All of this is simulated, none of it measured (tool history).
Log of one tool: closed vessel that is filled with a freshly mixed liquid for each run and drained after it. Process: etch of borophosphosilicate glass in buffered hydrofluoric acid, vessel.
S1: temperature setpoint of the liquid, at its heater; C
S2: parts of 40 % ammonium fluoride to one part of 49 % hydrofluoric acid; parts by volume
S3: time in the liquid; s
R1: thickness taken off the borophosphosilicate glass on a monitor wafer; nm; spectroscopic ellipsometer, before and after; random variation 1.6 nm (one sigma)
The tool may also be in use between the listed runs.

run 1 hour=0.0 | S1=22.0 S2=18.0 S3=90 | R1=70.063
run 2 hour=0.8 | S1=24.5 S2=15.0 S3=90 | R1=95.446
run 3 hour=4.7 | S1=26.0 S2=15.0 S3=90 | R1=104.630
run 4 hour=8.7 | S1=26.0 S2=15.0 S3=100 | R1=116.370
run 5 hour=13.1 | S1=26.0 S2=17.0 S3=100 | R1=101.880
run 6 hour=20.2 | S1=26.0 S2=17.0 S3=90 | R1=92.109
run 7 hour=28.2 | S1=27.0 S2=14.5 S3=90 | R1=111.760
run 8 hour=31.4 | S1=28.0 S2=13.0 S3=90 | R1=131.890

Forecast run 9:
run 9 hour=33.9 | S1=28.5 S2=12.0 S3=90 | R1=?

R1: 145.760 nm
